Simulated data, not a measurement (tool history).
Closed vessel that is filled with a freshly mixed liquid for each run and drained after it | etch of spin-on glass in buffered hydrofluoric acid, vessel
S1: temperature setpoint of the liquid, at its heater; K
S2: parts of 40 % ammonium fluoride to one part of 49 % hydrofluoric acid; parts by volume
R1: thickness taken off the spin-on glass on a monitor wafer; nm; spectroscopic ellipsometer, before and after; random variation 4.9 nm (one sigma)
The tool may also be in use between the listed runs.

{"run": 1, "hour": 0.0, "S1": 298.15, "S2": 8.5, "time in the liquid (s)": 90, "R1": 330.08}
{"run": 2, "hour": 8.0, "S1": 294.65, "S2": 8.5, "time in the liquid (s)": 90, "R1": 272.33}
{"run": 3, "hour": 11.4, "S1": 297.65, "S2": 7.5, "time in the liquid (s)": 90, "R1": 368.25}
{"run": 4, "hour": 17.7, "S1": 297.65, "S2": 7.5, "time in the liquid (s)": 95, "R1": 386.53}
{"run": 5, "hour": 24.9, "S1": 297.65, "S2": 7.5, "time in the liquid (s)": 95, "R1": 393.35}
{"run": 6, "hour": 27.0, "S1": 297.65, "S2": 7.5, "time in the liquid (s)": 95, "R1": 391.24}
{"run": 7, "hour": 28.3, "S1": 299.65, "S2": 7, "time in the liquid (s)": 95, "R1": 460.24}
{"run": 8, "hour": 31.1, "S1": 299.65, "S2": 7, "time in the liquid (s)": 95, "R1": 468.13}

The next listed run, before its measurement:
{"run": 9, "hour": 37.2, "S1": 301.15, "S2": 6.5, "time in the liquid (s)": 95, "R1": "?"}

R1: 542.25 nm
